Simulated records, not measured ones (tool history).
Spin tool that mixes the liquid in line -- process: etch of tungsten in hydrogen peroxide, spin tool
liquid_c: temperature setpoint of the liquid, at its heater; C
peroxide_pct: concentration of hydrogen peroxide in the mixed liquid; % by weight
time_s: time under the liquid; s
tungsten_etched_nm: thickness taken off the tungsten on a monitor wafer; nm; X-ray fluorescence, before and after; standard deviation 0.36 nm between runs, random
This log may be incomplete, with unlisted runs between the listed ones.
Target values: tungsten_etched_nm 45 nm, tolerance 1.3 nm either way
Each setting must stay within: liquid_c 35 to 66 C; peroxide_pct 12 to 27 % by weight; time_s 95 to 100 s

run    day  liquid_c  peroxide_pct  time_s  tungsten_etched_nm
  1      0        51            18      95              77.691
  2   0.35        50            18      95              73.268
  3  0.567        49            18      95              69.322
  4  0.825        48            18      95              65.033
  5  1.075        48            16      95              60.898
  6  1.275        48            16     100              65.189
     1.304  -- thermometer replaced
  7  1.304      47.5            16     100              70.307
  8  1.612      46.5            16     100              65.094
  9  1.758      45.5            16     100              61.032
 10  1.821        45            16     100              58.811
 11  2.104      44.5            16     100              58.014
 12  2.458      39.5            16     100              41.674

Which one of the following 5 next-run settings gets every result inside its allowed miss? There is exactly one.
  A  2.812      41.5          16.5     100                   ?
  B  2.812        41            18     100                   ?
  C  2.812      42.5          12.5     100                   ?
  D  2.812      41.5          14.5      95                   ?
  E  2.812        40            16     100                   ?

move  tungsten_etched_nm
   A               48.31
   B              48.855
   C              44.839
   D              43.023
   E              43.167
A: the result that was furthest off in the last run now lies on the other side of its target
B: the result that was furthest off in the last run now lies on the other side of its target
C: every result lands within tolerance
D: moves toward the targets from the last run without getting all of them in spec
E: moves toward the targets from the last run without getting all of them in spec
The right move is C.
